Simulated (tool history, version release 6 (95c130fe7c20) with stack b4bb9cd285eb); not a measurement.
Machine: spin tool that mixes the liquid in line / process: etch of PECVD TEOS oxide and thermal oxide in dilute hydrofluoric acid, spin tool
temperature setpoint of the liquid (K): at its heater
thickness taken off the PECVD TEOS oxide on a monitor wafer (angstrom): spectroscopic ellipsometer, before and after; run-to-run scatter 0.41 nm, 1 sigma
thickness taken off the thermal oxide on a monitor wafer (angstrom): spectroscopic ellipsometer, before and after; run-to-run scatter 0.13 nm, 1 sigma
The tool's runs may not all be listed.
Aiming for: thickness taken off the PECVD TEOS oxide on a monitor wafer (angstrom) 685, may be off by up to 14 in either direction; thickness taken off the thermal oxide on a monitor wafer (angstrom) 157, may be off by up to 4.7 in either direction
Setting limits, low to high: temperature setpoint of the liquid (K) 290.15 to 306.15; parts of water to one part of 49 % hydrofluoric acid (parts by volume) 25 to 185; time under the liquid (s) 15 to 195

run  hour  temperature setpoint of the liquid (K)  parts of water to one part of 49 % hydrofluoric acid (parts by volume)  time under the liquid (s)  thickness taken off the PECVD TEOS oxide on a monitor wafer (angstrom)  thickness taken off the thermal oxide on a monitor wafer (angstrom)
  1     0                                  298.15                                                                     105                        100                                                                  195.15                                                               44.227
  2   1.6                                  299.15                                                                      90                        100                                                                  240.84                                                               55.123
  3   3.3                                  300.15                                                                      80                        100                                                                  284.88                                                               66.067
  4     8                                  300.15                                                                      65                        100                                                                  358.41                                                               83.213
  5   9.6                                  301.15                                                                      60                        100                                                                   411.2                                                               92.649
  6  16.1                                  301.15                                                                      60                         70                                                                  283.32                                                               64.838
  7  22.3                                  302.15                                                                      55                         75                                                                  352.28                                                               79.359
  8  23.1                                  302.65                                                                      50                         75                                                                  389.38                                                               89.934
  9  26.4                                  303.15                                                                      45                         75                                                                  449.53                                                               103.59
 10  28.4                                  303.65                                                                      45                         75                                                                  457.62                                                               105.32
 11  29.8                                  304.15                                                                      40                         75                                                                  529.91                                                               123.37
 12  33.2                                  304.65                                                                      40                         75                                                                  539.09                                                               125.16
 13  34.9                                  304.65                                                                      40                         75                                                                  538.03                                                               124.37
 14    38                                  305.65                                                                      35                         75                                                                  641.63                                                               147.59
 15  40.5                                  306.15                                                                      35                         75                                                                  659.83                                                               151.67
 16  48.3                                  306.15                                                                      30                         75                                                                  776.39                                                               174.33
 17  49.5                                  305.65                                                                      30                         75                                                                  767.47                                                               172.46
 18  57.1                                  302.15                                                                      30                         75                                                                  660.26                                                               150.64

Consider the 5 candidate settings below. Which is the only one whose results all fall within their allowed miss of target?
  A  64.7                                  306.15                                                                      45                         95                                                                       ?                                                                    ?
  B  64.7                                  299.65                                                                      30                         85                                                                       ?                                                                    ?
  C  64.7                                  302.65                                                                      35                         85                                                                       ?                                                                    ?
  D  64.7                                  290.15                                                                      25                        100                                                                       ?                                                                    ?
  E  64.7                                  299.65                                                                      30                         80                                                                       ?                                                                    ?

move  thickness taken off the PECVD TEOS oxide on a monitor wafer (angstrom)  thickness taken off the thermal oxide on a monitor wafer (angstrom)
   A                                                                   639.6                                                               148.79
   B                                                                   678.4                                                               157.81
   C                                                                  651.76                                                               151.61
   D                                                                  642.81                                                               149.53
   E                                                                   638.5                                                               148.53
A: lands further from the targets than the last run did
B: every result within its allowed miss
C: lands further from the targets than the last run did
D: lands further from the targets than the last run did
E: lands further from the targets than the last run did
Correct choice: B, which meets every target

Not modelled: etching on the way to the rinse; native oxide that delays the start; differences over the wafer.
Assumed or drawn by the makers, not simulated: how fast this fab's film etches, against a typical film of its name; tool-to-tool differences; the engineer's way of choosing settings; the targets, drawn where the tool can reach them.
